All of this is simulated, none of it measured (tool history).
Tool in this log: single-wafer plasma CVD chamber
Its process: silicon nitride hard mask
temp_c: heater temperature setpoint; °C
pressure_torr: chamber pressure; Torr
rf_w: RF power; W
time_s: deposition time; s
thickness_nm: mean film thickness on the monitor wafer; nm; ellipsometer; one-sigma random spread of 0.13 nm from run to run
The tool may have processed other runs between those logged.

run	hour	temp_c	pressure_torr	rf_w	time_s	thickness_nm
1	0	390	1.68	300	32.4	37.849
2	3.1	390	1.68	265	32.4	33.182
3	4.9	390	1.73	265	32.4	33.482
4	5.5	390	1.73	265	32.4	33.455
5	10.9	390	1.73	305	32.4	38.738
6	17.7	384	1.73	305	32.4	38.655
7	24.1	384	1.53	305	32.4	37.035
8	24.9	384	1.42	305	32.4	36.467

Forecast run 9:
9	27.7	384	1.08	300	32.4	?

Run 9 gave thickness_nm 33.143 nm.
